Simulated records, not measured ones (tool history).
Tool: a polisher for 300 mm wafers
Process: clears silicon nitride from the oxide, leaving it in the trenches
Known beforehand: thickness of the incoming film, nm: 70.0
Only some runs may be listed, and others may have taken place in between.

run,day,flow of slurry (ml/min),pressure of the wafer on the pad (psi),speed of the pad under the wafer (m/s),overpolish time after the end point (s),time until the end point was called (s)
1,0.000,220,2.4,1.1,11,85.260
2,0.229,220,2.6,1.1,11,80.187
3,0.354,220,3.1,1.1,11,69.218
4,0.612,220,3.2,1.1,11,67.273
5,0.946,220,3.3,1.1,11,65.330
6,1.108,220,3.3,1.1,11,66.078
7,1.446,220,3.4,1.1,11,63.331

Predict the results of run 8:
8,1.717,220,3.5,1.1,11,?

time until the end point was called (s): 63.073
